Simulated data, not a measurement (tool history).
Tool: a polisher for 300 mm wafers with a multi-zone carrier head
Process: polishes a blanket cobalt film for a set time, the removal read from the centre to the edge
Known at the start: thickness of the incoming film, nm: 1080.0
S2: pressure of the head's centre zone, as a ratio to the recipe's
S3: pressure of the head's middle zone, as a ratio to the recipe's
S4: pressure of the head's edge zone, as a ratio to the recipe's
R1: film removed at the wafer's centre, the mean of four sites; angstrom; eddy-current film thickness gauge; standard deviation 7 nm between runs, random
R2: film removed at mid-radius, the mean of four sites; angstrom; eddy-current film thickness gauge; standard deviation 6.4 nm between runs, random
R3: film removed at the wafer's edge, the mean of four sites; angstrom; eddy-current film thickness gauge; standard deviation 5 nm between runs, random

run 1 hour=0.0 | flow_of_slurry_(ml/min)=295 S2=1.00 S3=1.00 S4=1.00 polishing_time_(s)=75 | R1=4445.3 R2=4425.0 R3=3975.5
run 2 hour=8.8 | flow_of_slurry_(ml/min)=295 S2=1.00 S3=1.00 S4=1.00 polishing_time_(s)=66 | R1=3909.9 R2=3811.3 R3=3526.2
run 3 hour=15.4 | flow_of_slurry_(ml/min)=295 S2=1.00 S3=1.00 S4=0.95 polishing_time_(s)=66 | R1=3894.0 R2=3882.8 R3=3464.5
run 4 hour=24.0 | flow_of_slurry_(ml/min)=295 S2=0.98 S3=0.97 S4=1.00 polishing_time_(s)=74 | R1=4288.0 R2=4152.9 R3=3942.7
run 5 hour=27.1 | flow_of_slurry_(ml/min)=295 S2=0.98 S3=1.01 S4=1.00 polishing_time_(s)=74 | R1=4329.3 R2=4303.1 R3=3895.4
run 6 hour=29.2 | flow_of_slurry_(ml/min)=295 S2=0.98 S3=0.94 S4=1.00 polishing_time_(s)=74 | R1=4257.6 R2=4123.0 R3=4018.5
run 7 hour=34.6 | flow_of_slurry_(ml/min)=300 S2=0.97 S3=0.93 S4=1.02 polishing_time_(s)=79 | R1=4405.9 R2=4472.9 R3=4325.6
run 8 hour=38.6 | flow_of_slurry_(ml/min)=305 S2=0.99 S3=0.91 S4=1.05 polishing_time_(s)=82 | R1=4712.6 R2=4340.2 R3=4501.5
-- hour=42.3 edge zone pressure recalibrated
run 9 hour=42.3 | flow_of_slurry_(ml/min)=305 S2=0.98 S3=0.91 S4=1.06 polishing_time_(s)=86 | R1=4870.3 R2=4712.5 R3=5014.2
run 10 hour=45.2 | flow_of_slurry_(ml/min)=310 S2=0.99 S3=0.93 S4=1.08 polishing_time_(s)=87 | R1=4946.8 R2=4940.7 R3=4995.7
run 11 hour=51.2 | flow_of_slurry_(ml/min)=310 S2=1.00 S3=0.93 S4=1.10 polishing_time_(s)=88 | R1=5182.0 R2=4866.1 R3=5195.0
run 12 hour=56.3 | flow_of_slurry_(ml/min)=315 S2=1.00 S3=0.94 S4=1.11 polishing_time_(s)=89 | R1=5188.2 R2=4895.4 R3=5280.7

For run 13, what comes out?
run 13 hour=62.7 | flow_of_slurry_(ml/min)=315 S2=1.00 S3=0.95 S4=1.11 polishing_time_(s)=90 | R1=? R2=? R3=?

R1: 5163.7 angstrom
R2: 4982.8 angstrom
R3: 5336.0 angstrom
